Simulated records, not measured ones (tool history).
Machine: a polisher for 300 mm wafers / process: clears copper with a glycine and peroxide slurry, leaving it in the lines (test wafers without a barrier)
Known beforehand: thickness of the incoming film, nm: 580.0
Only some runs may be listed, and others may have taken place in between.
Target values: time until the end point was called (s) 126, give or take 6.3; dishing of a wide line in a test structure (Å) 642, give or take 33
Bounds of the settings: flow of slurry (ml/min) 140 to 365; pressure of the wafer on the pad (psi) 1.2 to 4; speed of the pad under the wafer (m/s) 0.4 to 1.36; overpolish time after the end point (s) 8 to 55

run,hour,flow of slurry (ml/min),pressure of the wafer on the pad (psi),speed of the pad under the wafer (m/s),overpolish time after the end point (s),time until the end point was called (s),dishing of a wide line in a test structure (Å)
1,0,235,2.6,0.88,28,115.96,1018.3
2,7.6,235,2.5,0.88,25,119.28,896.29
3,14,235,2.5,0.88,34,121.88,1124.6
4,14.9,235,2.5,0.88,24,119.05,865.65
5,21,235,2.4,0.88,23,119.7,832.71
6,24.1,235,2.3,0.88,22,127.83,792.59
7,26.8,235,2.3,0.88,21,125.83,750.96
8,28.5,235,2.2,0.9,14,130.65,524.71
9,31.7,230,2.5,0.84,18,127.14,695.75

Consider the 4 candidate settings below. Which is the only one whose results all fall within their allowed miss of target?
A,34.9,210,2.2,0.94,20,?,?
B,34.9,240,2.6,0.9,15,?,?
C,34.9,210,2.9,0.68,17,?,?
D,34.9,170,2.6,0.82,20,?,?

move,time until the end point was called (s),dishing of a wide line in a test structure (Å)
A,127,725.42
B,114.98,628.24
C,127.33,646.84
D,124.86,742.87
A: lands further from the targets than the last run did
B: the furthest-off result lands on target, but another misses its tolerance
C: meets every target
D: lands further from the targets than the last run did
So the answer is move C, the one that meets all the targets.
